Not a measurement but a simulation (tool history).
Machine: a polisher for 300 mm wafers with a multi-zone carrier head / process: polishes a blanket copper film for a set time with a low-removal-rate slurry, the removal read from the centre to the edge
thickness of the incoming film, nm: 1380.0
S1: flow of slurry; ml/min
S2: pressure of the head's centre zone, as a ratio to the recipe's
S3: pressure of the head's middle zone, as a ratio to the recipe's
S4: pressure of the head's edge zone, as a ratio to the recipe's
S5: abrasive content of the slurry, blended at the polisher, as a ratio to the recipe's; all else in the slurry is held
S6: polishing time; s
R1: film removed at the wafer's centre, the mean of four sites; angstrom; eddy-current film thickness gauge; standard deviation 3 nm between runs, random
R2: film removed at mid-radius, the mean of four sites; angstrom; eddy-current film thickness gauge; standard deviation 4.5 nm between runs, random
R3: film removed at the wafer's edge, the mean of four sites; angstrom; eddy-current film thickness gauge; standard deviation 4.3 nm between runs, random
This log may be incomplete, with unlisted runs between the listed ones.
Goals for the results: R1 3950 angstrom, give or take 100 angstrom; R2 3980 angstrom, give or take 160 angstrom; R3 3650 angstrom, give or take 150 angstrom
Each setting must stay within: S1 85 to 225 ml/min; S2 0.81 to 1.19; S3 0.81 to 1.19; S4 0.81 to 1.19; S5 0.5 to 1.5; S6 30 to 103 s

run  hour   S1    S2    S3    S4    S5  S6      R1      R2      R3
  1     0  145     1     1     1     1  66  2535.5  2500.3  2289.8
  2   7.2  150  1.01  1.02  1.04   1.1  70  2811.2  2734.8  2592.5
  3   8.8  160  1.02  1.06  1.05   1.2  72  2946.6  3064.3    2742
  4  16.1  165  1.04  1.07  1.08  1.25  74  3105.1    3179  2873.2
  5  25.1  195  1.04  1.07  1.08  1.25  74  3176.3  3224.8  2854.2
     30.6  -- edge zone pressure recalibrated
  6  30.6  195  1.04  1.07  1.08  1.15  74  3180.1  3213.4  3054.6
  7  38.1  200  1.07   1.1  1.09  1.15  75  3326.7  3336.2  3099.4
  8  41.3  210  1.11  1.15  1.15   1.4  80  3821.4  3913.8    3519

Which one of the following 4 next-run settings gets every result inside its allowed miss? There is exactly one.
  A  44.5  215     1  1.19  1.19  1.35  91   ?   ?   ?
  B  44.5  200  0.95  1.07  1.19   1.1  93   ?   ?   ?
  C  44.5  225   1.1  1.15  1.12   1.4  82   ?   ?   ?
  D  44.5  205  1.04  1.08  1.19  1.25  90   ?   ?   ?

move      R1      R2      R3
   A  3952.7  4416.7  4085.7
   B  3686.5  3932.6  4002.1
   C  3911.2  3912.7  3610.3
   D  3951.4  3935.7  3970.8
A: brings the last run's worst result on target, with another outside its allowed miss
B: further off than the last run
C: all results in spec
D: brings the last run's worst result on target, with another outside its allowed miss
Move C is the one to make.
